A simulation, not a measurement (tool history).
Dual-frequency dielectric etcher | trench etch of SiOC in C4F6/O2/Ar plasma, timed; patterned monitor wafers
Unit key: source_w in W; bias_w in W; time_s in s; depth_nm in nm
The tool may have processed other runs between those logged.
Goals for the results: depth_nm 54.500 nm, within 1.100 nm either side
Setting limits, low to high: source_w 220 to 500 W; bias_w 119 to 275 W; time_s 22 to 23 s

Run 1, hour 0.0: source_w 360 W, bias_w 197 W, time_s 22 s. Result: depth_nm 45.877 nm.
Run 2, hour 6.0: source_w 360 W, bias_w 197 W, time_s 22 s. Result: depth_nm 45.999 nm.
Run 3, hour 14.5: source_w 390 W, bias_w 203 W, time_s 22 s. Result: depth_nm 48.117 nm.
Run 4, hour 21.6: source_w 410 W, bias_w 205 W, time_s 22 s. Result: depth_nm 49.346 nm.
Run 5, hour 29.4: source_w 360 W, bias_w 205 W, time_s 22 s. Result: depth_nm 46.539 nm.
Run 6, hour 30.1: source_w 390 W, bias_w 208 W, time_s 22 s. Result: depth_nm 48.318 nm.
Run 7, hour 35.1: source_w 410 W, bias_w 211 W, time_s 22 s. Result: depth_nm 49.664 nm.
Run 8, hour 41.4: source_w 430 W, bias_w 213 W, time_s 22 s. Result: depth_nm 50.971 nm.
Run 9, hour 42.4: source_w 440 W, bias_w 215 W, time_s 22 s. Result: depth_nm 51.651 nm.
Run 10, hour 44.0: source_w 450 W, bias_w 216 W, time_s 22 s. Result: depth_nm 52.427 nm.
Run 11, hour 50.6: source_w 460 W, bias_w 217 W, time_s 22 s. Result: depth_nm 52.638 nm.

5 next moves are on the table. One of them brings every result within its allowed miss. Which?
Run A, hour 57.2: source_w 490 W, bias_w 220 W, time_s 22 s. Result: depth_nm ?.
Run B, hour 57.2: source_w 400 W, bias_w 223 W, time_s 22 s. Result: depth_nm ?.
Run C, hour 57.2: source_w 460 W, bias_w 201 W, time_s 22 s. Result: depth_nm ?.
Run D, hour 57.2: source_w 430 W, bias_w 220 W, time_s 22 s. Result: depth_nm ?.
Run E, hour 57.2: source_w 440 W, bias_w 210 W, time_s 22 s. Result: depth_nm ?.

move  depth_nm
   A    54.751
   B    50.035
   C    51.883
   D    51.559
   E    51.441
A: hits every target within its allowed miss
B: moves away from the targets compared with the last run
C: moves away from the targets compared with the last run
D: moves away from the targets compared with the last run
E: moves away from the targets compared with the last run
A meets every target.
